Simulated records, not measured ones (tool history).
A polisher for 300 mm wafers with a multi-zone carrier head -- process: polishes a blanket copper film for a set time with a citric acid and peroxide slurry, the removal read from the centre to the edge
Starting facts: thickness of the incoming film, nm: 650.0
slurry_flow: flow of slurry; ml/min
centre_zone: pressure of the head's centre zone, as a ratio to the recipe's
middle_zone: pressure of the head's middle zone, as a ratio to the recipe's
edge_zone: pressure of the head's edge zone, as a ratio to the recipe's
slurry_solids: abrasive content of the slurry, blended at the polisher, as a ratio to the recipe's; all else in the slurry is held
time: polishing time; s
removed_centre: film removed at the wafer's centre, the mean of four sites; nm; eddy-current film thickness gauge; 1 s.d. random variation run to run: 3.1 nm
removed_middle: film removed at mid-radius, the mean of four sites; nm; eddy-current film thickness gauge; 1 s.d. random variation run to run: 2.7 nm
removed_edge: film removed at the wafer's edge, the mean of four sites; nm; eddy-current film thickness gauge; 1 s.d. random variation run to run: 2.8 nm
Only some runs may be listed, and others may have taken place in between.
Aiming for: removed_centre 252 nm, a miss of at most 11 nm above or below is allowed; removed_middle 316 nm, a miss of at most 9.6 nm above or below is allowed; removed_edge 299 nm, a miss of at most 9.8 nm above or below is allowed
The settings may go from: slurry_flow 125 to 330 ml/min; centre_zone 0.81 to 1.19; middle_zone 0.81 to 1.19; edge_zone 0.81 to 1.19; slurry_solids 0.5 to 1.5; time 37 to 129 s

{"run": 1, "hour": 0.0, "slurry_flow": 210, "centre_zone": 1, "middle_zone": 1, "edge_zone": 1, "slurry_solids": 1, "time": 83, "removed_centre": 277.23, "removed_middle": 273.5, "removed_edge": 264.65}
{"run": 2, "hour": 1.7, "slurry_flow": 210, "centre_zone": 1, "middle_zone": 1, "edge_zone": 0.96, "slurry_solids": 1, "time": 83, "removed_centre": 268.95, "removed_middle": 272.9, "removed_edge": 262.17}
{"run": 3, "hour": 7.9, "slurry_flow": 210, "centre_zone": 0.93, "middle_zone": 1, "edge_zone": 0.96, "slurry_solids": 1, "time": 83, "removed_centre": 259.73, "removed_middle": 272.89, "removed_edge": 261.75}
{"run": 4, "hour": 14.9, "slurry_flow": 190, "centre_zone": 0.9, "middle_zone": 1.04, "edge_zone": 1.02, "slurry_solids": 1.05, "time": 83, "removed_centre": 242.97, "removed_middle": 280.52, "removed_edge": 271.34}
{"run": 5, "hour": 17.4, "slurry_flow": 205, "centre_zone": 0.89, "middle_zone": 1.06, "edge_zone": 1.04, "slurry_solids": 1.1, "time": 83, "removed_centre": 247.42, "removed_middle": 290.84, "removed_edge": 275.72}
{"run": 6, "hour": 24.5, "slurry_flow": 205, "centre_zone": 0.89, "middle_zone": 1.06, "edge_zone": 0.97, "slurry_solids": 1.1, "time": 83, "removed_centre": 251.42, "removed_middle": 283.72, "removed_edge": 262.94}
{"run": 7, "hour": 28.7, "slurry_flow": 215, "centre_zone": 0.88, "middle_zone": 1.07, "edge_zone": 1.01, "slurry_solids": 1.15, "time": 83, "removed_centre": 247.09, "removed_middle": 290.34, "removed_edge": 274.87}
{"run": 8, "hour": 35.5, "slurry_flow": 220, "centre_zone": 0.88, "middle_zone": 1.09, "edge_zone": 1.03, "slurry_solids": 1.2, "time": 83, "removed_centre": 251.84, "removed_middle": 301.15, "removed_edge": 281.28}
{"run": 9, "hour": 39.8, "slurry_flow": 225, "centre_zone": 0.88, "middle_zone": 1.1, "edge_zone": 1.05, "slurry_solids": 1.2, "time": 83, "removed_centre": 249.33, "removed_middle": 299.93, "removed_edge": 284.19}
{"run": 10, "hour": 47.8, "slurry_flow": 225, "centre_zone": 0.88, "middle_zone": 1.11, "edge_zone": 1.06, "slurry_solids": 1.2, "time": 83, "removed_centre": 249.38, "removed_middle": 304.61, "removed_edge": 284.43}
{"run": 11, "hour": 55.5, "slurry_flow": 230, "centre_zone": 0.88, "middle_zone": 1.11, "edge_zone": 1.07, "slurry_solids": 1.2, "time": 83, "removed_centre": 248.2, "removed_middle": 305.99, "removed_edge": 287.41}
{"run": 12, "hour": 57.7, "slurry_flow": 235, "centre_zone": 0.88, "middle_zone": 1.11, "edge_zone": 1.08, "slurry_solids": 1.2, "time": 83, "removed_centre": 250.58, "removed_middle": 306.06, "removed_edge": 287.55}

Below are 5 possible settings for the next run. Only one of them brings all results inside the allowed miss of their targets. Which is it?
{"run": "A", "hour": 59.9, "slurry_flow": 260, "centre_zone": 0.89, "middle_zone": 1.19, "edge_zone": 0.97, "slurry_solids": 1.15, "time": 84, "removed_centre": "?", "removed_middle": "?", "removed_edge": "?"}
{"run": "B", "hour": 59.9, "slurry_flow": 240, "centre_zone": 0.96, "middle_zone": 1.07, "edge_zone": 1.08, "slurry_solids": 1.05, "time": 79, "removed_centre": "?", "removed_middle": "?", "removed_edge": "?"}
{"run": "C", "hour": 59.9, "slurry_flow": 210, "centre_zone": 0.86, "middle_zone": 1.1, "edge_zone": 1.07, "slurry_solids": 1.2, "time": 87, "removed_centre": "?", "removed_middle": "?", "removed_edge": "?"}
{"run": "D", "hour": 59.9, "slurry_flow": 235, "centre_zone": 0.91, "middle_zone": 1.18, "edge_zone": 1, "slurry_solids": 1.1, "time": 82, "removed_centre": "?", "removed_middle": "?", "removed_edge": "?"}
{"run": "E", "hour": 59.9, "slurry_flow": 245, "centre_zone": 0.84, "middle_zone": 1.02, "edge_zone": 1.14, "slurry_solids": 1, "time": 86, "removed_centre": "?", "removed_middle": "?", "removed_edge": "?"}

move=A removed_centre=253.36 removed_middle=331.24 removed_edge=270.61
move=B removed_centre=251.41 removed_middle=281.6 removed_edge=263.57
move=C removed_centre=247.96 removed_middle=317.44 removed_edge=290.66
move=D removed_centre=248.3 removed_middle=315.78 removed_edge=264.25
move=E removed_centre=238.21 removed_middle=294.93 removed_edge=293.71
A: misses by more than the last run did
B: misses by more than the last run did
C: meets every target
D: misses by more than the last run did
E: brings the last run's worst result on target, with another outside its allowed miss
The right move is C.

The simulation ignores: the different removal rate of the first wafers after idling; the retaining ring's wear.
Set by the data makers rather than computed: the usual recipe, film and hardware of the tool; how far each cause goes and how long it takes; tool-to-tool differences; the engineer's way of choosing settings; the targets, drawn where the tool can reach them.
